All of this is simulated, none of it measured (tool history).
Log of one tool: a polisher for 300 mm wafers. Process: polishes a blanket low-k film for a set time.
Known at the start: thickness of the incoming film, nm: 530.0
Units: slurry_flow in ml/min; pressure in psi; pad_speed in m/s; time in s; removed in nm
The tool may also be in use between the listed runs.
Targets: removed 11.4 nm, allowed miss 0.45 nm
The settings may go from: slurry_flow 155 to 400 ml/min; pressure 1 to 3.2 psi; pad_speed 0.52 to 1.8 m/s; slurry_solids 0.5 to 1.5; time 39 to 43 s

run	day	slurry_flow	pressure	pad_speed	slurry_solids	time	removed
1	0	255	2.1	1.16	1	43	20.593
2	0.375	255	2	1.14	1	43	19.168
3	0.421	255	2	1.14	1	39	17.581
4	0.729	255	2	1.26	1	39	19.073
5	0.912	255	2	1.1	1	39	17.464
6	1.108	255	2.2	1.1	1	39	18.836
7	1.412	255	2.1	1.1	1	39	18.104
8	1.688	255	2	1.1	1	39	17.135
9	1.954	255	1.9	1.1	1	39	16.3
10	2.117	255	1.8	1.1	1	39	15.324
11	2.45	255	1.7	1.1	1	39	14.678
12	2.792	255	1.4	1.08	1	39	11.962

Which of these 5 next moves meets every target?
A	3.133	220	1.2	1.1	1.1	42	?
B	3.133	300	1.2	1.24	1.25	40	?
C	3.133	315	1.4	1.2	0.95	42	?
D	3.133	260	1.3	1.2	0.9	43	?
E	3.133	270	1.7	0.82	1.2	40	?

move	removed
A	11.62
B	13.072
C	14.105
D	12.99
E	12.811
A: meets every target
B: further off than the last run
C: further off than the last run
D: further off than the last run
E: further off than the last run
Move A is the one to make.
